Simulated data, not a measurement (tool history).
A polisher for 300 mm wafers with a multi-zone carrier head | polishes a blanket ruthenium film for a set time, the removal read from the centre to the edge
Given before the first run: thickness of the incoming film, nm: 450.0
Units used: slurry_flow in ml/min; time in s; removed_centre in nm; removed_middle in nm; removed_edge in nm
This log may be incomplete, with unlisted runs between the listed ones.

run 1 hour=0.0 | slurry_flow=145 centre_zone=1.00 middle_zone=1.00 edge_zone=1.00 time=33 | removed_centre=53.565 removed_middle=52.753 removed_edge=55.476
run 2 hour=7.2 | slurry_flow=145 centre_zone=0.96 middle_zone=1.00 edge_zone=1.00 time=33 | removed_centre=51.791 removed_middle=53.108 removed_edge=55.402
run 3 hour=9.0 | slurry_flow=155 centre_zone=0.98 middle_zone=1.01 edge_zone=1.00 time=33 | removed_centre=55.359 removed_middle=54.503 removed_edge=55.637
run 4 hour=14.9 | slurry_flow=155 centre_zone=0.98 middle_zone=1.01 edge_zone=1.00 time=39 | removed_centre=63.884 removed_middle=65.294 removed_edge=66.548
run 5 hour=16.6 | slurry_flow=155 centre_zone=0.98 middle_zone=1.01 edge_zone=1.00 time=42 | removed_centre=70.071 removed_middle=70.017 removed_edge=70.793
run 6 hour=23.7 | slurry_flow=160 centre_zone=0.99 middle_zone=1.01 edge_zone=0.99 time=42 | removed_centre=69.932 removed_middle=68.865 removed_edge=70.577

Run 7 is up next; what results do you expect?
-- hour=26.2 edge zone pressure recalibrated
run 7 hour=26.2 | slurry_flow=165 centre_zone=1.00 middle_zone=1.02 edge_zone=0.98 time=42 | removed_centre=? removed_middle=? removed_edge=?

Logged for run 7: removed_centre 72.379 nm, removed_middle 70.713 nm, removed_edge 68.846 nm.
